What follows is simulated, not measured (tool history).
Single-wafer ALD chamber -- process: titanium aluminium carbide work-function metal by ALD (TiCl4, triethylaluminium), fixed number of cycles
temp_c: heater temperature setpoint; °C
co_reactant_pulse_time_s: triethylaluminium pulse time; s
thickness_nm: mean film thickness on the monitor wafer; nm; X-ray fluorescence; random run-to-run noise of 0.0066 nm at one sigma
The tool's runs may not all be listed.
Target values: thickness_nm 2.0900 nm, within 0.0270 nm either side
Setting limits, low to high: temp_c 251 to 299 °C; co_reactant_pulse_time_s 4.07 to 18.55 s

{"run": 1, "hour": 0.0, "temp_c": 275, "co_reactant_pulse_time_s": 11.31, "thickness_nm": 1.7974}
{"run": 2, "hour": 7.5, "temp_c": 282, "co_reactant_pulse_time_s": 11.31, "thickness_nm": 1.8489}
{"run": 3, "hour": 8.5, "temp_c": 282, "co_reactant_pulse_time_s": 10.19, "thickness_nm": 1.8058}
{"run": 4, "hour": 12.5, "temp_c": 276, "co_reactant_pulse_time_s": 10.19, "thickness_nm": 1.7526}
{"run": 5, "hour": 20.2, "temp_c": 271, "co_reactant_pulse_time_s": 10.19, "thickness_nm": 1.7095}
{"run": 6, "hour": 25.3, "temp_c": 275, "co_reactant_pulse_time_s": 10.8, "thickness_nm": 1.7678}
{"run": 7, "hour": 28.3, "temp_c": 279, "co_reactant_pulse_time_s": 11.37, "thickness_nm": 1.8244}
{"run": 8, "hour": 29.4, "temp_c": 282, "co_reactant_pulse_time_s": 11.78, "thickness_nm": 1.8603}
{"run": 9, "hour": 35.0, "temp_c": 285, "co_reactant_pulse_time_s": 12.18, "thickness_nm": 1.9051}
{"run": 10, "hour": 39.1, "temp_c": 287, "co_reactant_pulse_time_s": 12.45, "thickness_nm": 1.9296}
{"run": 11, "hour": 46.7, "temp_c": 289, "co_reactant_pulse_time_s": 12.7, "thickness_nm": 1.9565}
{"run": 12, "hour": 52.2, "temp_c": 291, "co_reactant_pulse_time_s": 12.91, "thickness_nm": 1.9736}
{"run": 13, "hour": 57.7, "temp_c": 292, "co_reactant_pulse_time_s": 13.15, "thickness_nm": 1.9907}

Below are 4 possible settings for the next run. Only one of them brings all results inside the allowed miss of their targets. Which is it?
{"run": "A", "hour": 63.2, "temp_c": 286, "co_reactant_pulse_time_s": 10.59, "thickness_nm": "?"}
{"run": "B", "hour": 63.2, "temp_c": 299, "co_reactant_pulse_time_s": 14.49, "thickness_nm": "?"}
{"run": "C", "hour": 63.2, "temp_c": 292, "co_reactant_pulse_time_s": 14.27, "thickness_nm": "?"}
{"run": "D", "hour": 63.2, "temp_c": 299, "co_reactant_pulse_time_s": 12.16, "thickness_nm": "?"}

move=A thickness_nm=1.8482
move=B thickness_nm=2.0719
move=C thickness_nm=2.0060
move=D thickness_nm=2.0152
A: further off than the last run
B: meets every target
C: closer than the last run, but not yet in spec
D: closer than the last run, but not yet in spec
The right move is B.
